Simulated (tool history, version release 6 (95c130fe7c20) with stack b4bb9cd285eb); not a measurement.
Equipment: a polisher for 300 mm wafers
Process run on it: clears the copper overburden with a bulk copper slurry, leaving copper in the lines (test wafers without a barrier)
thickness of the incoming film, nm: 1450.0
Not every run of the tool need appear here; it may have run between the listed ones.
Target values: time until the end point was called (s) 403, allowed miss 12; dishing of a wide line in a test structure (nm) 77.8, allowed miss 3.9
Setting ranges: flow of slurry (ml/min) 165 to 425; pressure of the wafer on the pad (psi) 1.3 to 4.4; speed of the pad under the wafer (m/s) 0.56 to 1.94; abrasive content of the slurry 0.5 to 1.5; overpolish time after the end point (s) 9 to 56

run	hour	flow of slurry (ml/min)	pressure of the wafer on the pad (psi)	speed of the pad under the wafer (m/s)	abrasive content of the slurry	overpolish time after the end point (s)	time until the end point was called (s)	dishing of a wide line in a test structure (nm)
1	0	275	2.8	1.24	1	29	176.23	102.09
2	7.7	275	2.6	1.18	1	30	195.62	100.05
3	10.1	275	3.2	1.18	1	30	162.01	107.48
4	11.8	275	2.9	1.12	1	30	184.29	101.5
5	20.6	275	2.6	1.06	1	31	211.24	95.368
6	22.3	275	2.9	1.06	1	31	192.73	105.2
7	28.3	275	2.6	1	1	31	223.15	94.268
8	36.8	275	2.4	0.96	1	32	244.22	91.073
9	43.7	275	2.4	0.96	1	32	247.14	90.995
10	47.7	275	2.2	0.94	1	33	274.72	89.396
11	54	270	1.4	0.9	1	34	434.51	66.616
12	62.2	280	1.4	0.9	1	35	425.79	69.367
13	70.4	285	1.4	0.9	1	36	432.37	67.741
14	76.4	285	1.4	0.9	1	37	432.94	68.405
15	81.6	285	1.4	0.9	1	38	432.27	69.282
16	84.2	285	1.4	0.9	1	39	428.73	73.037
17	92.8	290	1.6	0.9	1	42	381.26	80.478

Of the 4 settings listed for the next run, only one would bring every result within its allowed miss of target. Which one?
A	101.4	310	1.5	0.82	0.8	47	?	?
B	101.4	395	1.7	0.8	0.75	32	?	?
C	101.4	255	1.4	1.04	0.9	45	?	?
D	101.4	220	1.6	0.86	0.95	32	?	?

move	time until the end point was called (s)	dishing of a wide line in a test structure (nm)
A	447.59	75.435
B	400.82	66.897
C	403.43	76.443
D	410.34	65.466
A: pushes the last run's worst result past its target
B: corrects the largest miss of the last run, while another result sits out of spec
C: in spec on every target
D: corrects the largest miss of the last run, while another result sits out of spec
C is the move that brings every result within its allowed miss.
